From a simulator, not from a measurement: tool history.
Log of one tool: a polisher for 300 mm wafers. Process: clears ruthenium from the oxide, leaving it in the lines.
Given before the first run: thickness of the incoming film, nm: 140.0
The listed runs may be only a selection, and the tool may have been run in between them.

run	hour	flow of slurry (ml/min)	pressure of the wafer on the pad (psi)	speed of the pad under the wafer (m/s)	overpolish time after the end point (s)	time until the end point was called (s)
1	0	305	1.4	1.24	4	187.87
2	4.7	375	1.4	1.24	4	187.69
3	11.6	410	1.4	1.24	4	183.59
4	17	410	1.3	1.24	4	202.09
5	19.2	410	1.3	1.24	4	197.9
6	23.9	410	1.3	1.52	4	164.24

Estimate the outcome of run 7 from the log above:
7	31.7	405	0.9	1.5	4	?

{"run 7": {"time until the end point was called (s)": 236.61}}
